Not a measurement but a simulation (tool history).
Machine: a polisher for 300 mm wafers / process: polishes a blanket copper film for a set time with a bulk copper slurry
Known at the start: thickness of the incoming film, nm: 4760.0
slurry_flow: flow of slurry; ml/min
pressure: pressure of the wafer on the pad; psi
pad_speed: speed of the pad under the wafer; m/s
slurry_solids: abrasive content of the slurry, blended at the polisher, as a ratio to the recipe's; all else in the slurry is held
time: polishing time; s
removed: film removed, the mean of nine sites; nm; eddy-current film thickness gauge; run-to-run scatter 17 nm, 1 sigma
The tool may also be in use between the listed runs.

run 1 hour=0 | slurry_flow=185 pressure=3.3 pad_speed=1.24 slurry_solids=1 time=96 | removed=1434.5
run 2 hour=7.2 | slurry_flow=185 pressure=3.2 pad_speed=1.24 slurry_solids=1 time=96 | removed=1401.3
run 3 hour=14.9 | slurry_flow=225 pressure=3.2 pad_speed=1.24 slurry_solids=1 time=96 | removed=1453.9
run 4 hour=21.5 | slurry_flow=225 pressure=3.2 pad_speed=1.44 slurry_solids=1 time=96 | removed=1610.7
run 5 hour=29.8 | slurry_flow=225 pressure=3.1 pad_speed=1.44 slurry_solids=1 time=96 | removed=1628.6
run 6 hour=37.7 | slurry_flow=225 pressure=3 pad_speed=1.44 slurry_solids=1 time=96 | removed=1553.4
run 7 hour=39.9 | slurry_flow=225 pressure=2.9 pad_speed=1.44 slurry_solids=1 time=96 | removed=1499.2

Run 8 has not been measured yet. What should we expect?
-- hour=42.6 slurry nozzle cleaned
run 8 hour=42.6 | slurry_flow=225 pressure=2.8 pad_speed=1.44 slurry_solids=1 time=96 | removed=?

Run 8 came out at removed 1591.3 nm.
